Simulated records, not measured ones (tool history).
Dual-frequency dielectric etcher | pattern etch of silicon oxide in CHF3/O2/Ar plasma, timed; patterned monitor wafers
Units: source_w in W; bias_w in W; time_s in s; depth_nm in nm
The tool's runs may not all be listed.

run 1 hour=0 | source_w=880 bias_w=219 time_s=377.5 | depth_nm=939.68
run 2 hour=2.2 | source_w=960 bias_w=227 time_s=377.5 | depth_nm=994.66
run 3 hour=6.9 | source_w=830 bias_w=227 time_s=377.5 | depth_nm=920.08
run 4 hour=13.4 | source_w=830 bias_w=227 time_s=344 | depth_nm=838.98
run 5 hour=21.4 | source_w=830 bias_w=261 time_s=344 | depth_nm=898.56
run 6 hour=23.9 | source_w=830 bias_w=261 time_s=377.5 | depth_nm=983.78

Run 7 comes next. What will it give?
run 7 hour=25.8 | source_w=880 bias_w=263 time_s=377.5 | depth_nm=?

{"run 7": {"depth_nm": 1003}}

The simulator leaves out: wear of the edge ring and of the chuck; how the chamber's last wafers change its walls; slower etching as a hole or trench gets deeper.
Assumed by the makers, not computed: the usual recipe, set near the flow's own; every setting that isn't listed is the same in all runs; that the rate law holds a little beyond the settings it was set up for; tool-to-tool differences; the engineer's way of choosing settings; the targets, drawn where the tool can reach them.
